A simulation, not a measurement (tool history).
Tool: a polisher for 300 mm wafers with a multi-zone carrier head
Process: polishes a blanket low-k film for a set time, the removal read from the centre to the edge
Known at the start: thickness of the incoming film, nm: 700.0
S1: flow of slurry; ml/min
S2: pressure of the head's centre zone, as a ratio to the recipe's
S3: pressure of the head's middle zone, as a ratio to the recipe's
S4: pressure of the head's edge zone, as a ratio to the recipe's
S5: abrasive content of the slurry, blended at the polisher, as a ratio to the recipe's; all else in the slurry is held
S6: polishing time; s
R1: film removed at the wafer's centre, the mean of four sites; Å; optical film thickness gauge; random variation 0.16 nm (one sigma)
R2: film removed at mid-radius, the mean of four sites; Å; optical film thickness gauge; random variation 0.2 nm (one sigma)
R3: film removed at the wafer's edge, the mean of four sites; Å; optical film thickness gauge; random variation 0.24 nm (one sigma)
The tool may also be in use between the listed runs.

{"run": 1, "hour": 0.0, "S1": 260, "S2": 1, "S3": 1, "S4": 1, "S5": 1, "S6": 51, "R1": 153.99, "R2": 157.18, "R3": 156.13}
{"run": 2, "hour": 2.8, "S1": 240, "S2": 1, "S3": 1, "S4": 1, "S5": 1, "S6": 51, "R1": 150.85, "R2": 157.42, "R3": 154.22}
{"run": 3, "hour": 4.0, "S1": 240, "S2": 1, "S3": 1, "S4": 1, "S5": 0.8, "S6": 51, "R1": 142.49, "R2": 146.93, "R3": 144.21}
{"run": 4, "hour": 11.2, "S1": 255, "S2": 1.05, "S3": 1.04, "S4": 1.03, "S5": 0.9, "S6": 51, "R1": 156.79, "R2": 155.09, "R3": 156.71}
{"run": 5, "hour": 19.7, "S1": 260, "S2": 1.08, "S3": 1.08, "S4": 1.01, "S5": 1, "S6": 51, "R1": 165.87, "R2": 165.99, "R3": 159.85}
{"run": 6, "hour": 26.1, "S1": 260, "S2": 1.01, "S3": 1.08, "S4": 1.01, "S5": 1, "S6": 51, "R1": 152.69, "R2": 165.69, "R3": 158.09}
{"run": 7, "hour": 28.3, "S1": 310, "S2": 1.11, "S3": 1.18, "S4": 1.11, "S5": 1.15, "S6": 51, "R1": 180.06, "R2": 189.27, "R3": 179.28}

The next listed run, before its measurement:
{"run": 8, "hour": 30.6, "S1": 315, "S2": 1.13, "S3": 1.18, "S4": 1.1, "S5": 1.15, "S6": 51, "R1": "?", "R2": "?", "R3": "?"}

R1: 184.7 Å
R2: 188.71 Å
R3: 167.22 Å
